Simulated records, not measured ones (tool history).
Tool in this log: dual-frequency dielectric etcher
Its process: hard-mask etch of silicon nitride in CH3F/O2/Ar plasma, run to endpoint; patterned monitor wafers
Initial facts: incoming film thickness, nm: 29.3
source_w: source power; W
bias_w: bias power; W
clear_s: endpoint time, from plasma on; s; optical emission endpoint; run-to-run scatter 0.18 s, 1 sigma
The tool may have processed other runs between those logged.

{"run": 1, "hour": 0.0, "source_w": 530, "bias_w": 102, "clear_s": 34.327}
{"run": 2, "hour": 4.1, "source_w": 530, "bias_w": 93, "clear_s": 35.671}
{"run": 3, "hour": 5.7, "source_w": 550, "bias_w": 94, "clear_s": 34.945}
{"run": 4, "hour": 12.6, "source_w": 570, "bias_w": 95, "clear_s": 33.894}
{"run": 5, "hour": 13.8, "source_w": 570, "bias_w": 80, "clear_s": 35.934}
{"run": 6, "hour": 21.8, "source_w": 640, "bias_w": 80, "clear_s": 34.036}
{"run": 7, "hour": 23.6, "source_w": 650, "bias_w": 81, "clear_s": 33.401}
{"run": 8, "hour": 25.1, "source_w": 660, "bias_w": 81, "clear_s": 33.653}
{"run": 9, "hour": 26.2, "source_w": 670, "bias_w": 82, "clear_s": 32.839}

Run 10 comes next. What will it give?
{"run": 10, "hour": 28.5, "source_w": 680, "bias_w": 82, "clear_s": "?"}

{"run 10": {"clear_s": 32.907}}
